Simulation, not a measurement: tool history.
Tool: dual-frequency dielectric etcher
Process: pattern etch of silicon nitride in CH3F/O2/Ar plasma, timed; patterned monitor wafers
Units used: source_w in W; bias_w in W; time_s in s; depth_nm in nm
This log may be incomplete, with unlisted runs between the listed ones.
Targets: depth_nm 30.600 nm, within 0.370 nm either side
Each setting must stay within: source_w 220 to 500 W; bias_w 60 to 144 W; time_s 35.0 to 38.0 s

Run 1, hour 0.0: source_w 360 W, bias_w 102 W, time_s 38.0 s. Result: depth_nm 28.146 nm.
Run 2, hour 8.9: source_w 380 W, bias_w 103 W, time_s 38.0 s. Result: depth_nm 28.985 nm.
Run 3, hour 9.5: source_w 390 W, bias_w 103 W, time_s 38.0 s. Result: depth_nm 29.340 nm.
Run 4, hour 11.7: source_w 390 W, bias_w 103 W, time_s 38.0 s. Result: depth_nm 29.334 nm.
Run 5, hour 20.5: source_w 390 W, bias_w 110 W, time_s 38.0 s. Result: depth_nm 29.978 nm.
Run 6, hour 24.3: source_w 390 W, bias_w 95 W, time_s 38.0 s. Result: depth_nm 28.774 nm.
At hour 28.0: source power generator calibrated.
Run 7, hour 28.0: source_w 460 W, bias_w 97 W, time_s 38.0 s. Result: depth_nm 31.939 nm.
Run 8, hour 31.4: source_w 450 W, bias_w 97 W, time_s 38.0 s. Result: depth_nm 31.663 nm.
Run 9, hour 38.5: source_w 440 W, bias_w 97 W, time_s 38.0 s. Result: depth_nm 31.256 nm.

Exercise: of the 4 proposed moves below, exactly one satisfies all targets within the stated allowed misses. Which move is it?
Run A, hour 45.6: source_w 490 W, bias_w 100 W, time_s 37.0 s. Result: depth_nm ?.
Run B, hour 45.6: source_w 460 W, bias_w 110 W, time_s 35.0 s. Result: depth_nm ?.
Run C, hour 45.6: source_w 490 W, bias_w 99 W, time_s 36.5 s. Result: depth_nm ?.
Run D, hour 45.6: source_w 490 W, bias_w 109 W, time_s 36.0 s. Result: depth_nm ?.

move  depth_nm
   A    32.115
   B    30.351
   C    31.591
   D    32.032
A: misses by more than the last run did
B: in spec on every target
C: misses by more than the last run did
D: misses by more than the last run did
B is the move that brings every result within its allowed miss.
